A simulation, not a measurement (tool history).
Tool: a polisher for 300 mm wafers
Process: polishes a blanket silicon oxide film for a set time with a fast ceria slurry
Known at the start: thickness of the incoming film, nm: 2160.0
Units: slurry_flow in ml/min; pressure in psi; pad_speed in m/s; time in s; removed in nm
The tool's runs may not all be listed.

| run | hour | slurry_flow | pressure | pad_speed | time | removed |
|---|---|---|---|---|---|---|
| 1 | 0 | 165 | 2.5 | 1.02 | 29 | 458.11 |
| 2 | 7.7 | 165 | 2.5 | 0.88 | 29 | 390.57 |
| 3 | 12.5 | 165 | 2.5 | 0.88 | 29 | 390.15 |
| 4 | 18.6 | 165 | 1.9 | 0.88 | 29 | 308.46 |
| 5 | 26.9 | 170 | 2.1 | 0.88 | 29 | 331.17 |
| 6 | 32.3 | 170 | 2.1 | 0.88 | 25 | 282.61 |
| 7 | 34.5 | 170 | 2.2 | 0.88 | 25 | 301.87 |

Forecast run 8:
| 8 | 41.2 | 170 | 2.3 | 0.88 | 25 | ? |

removed: 302.86 nm
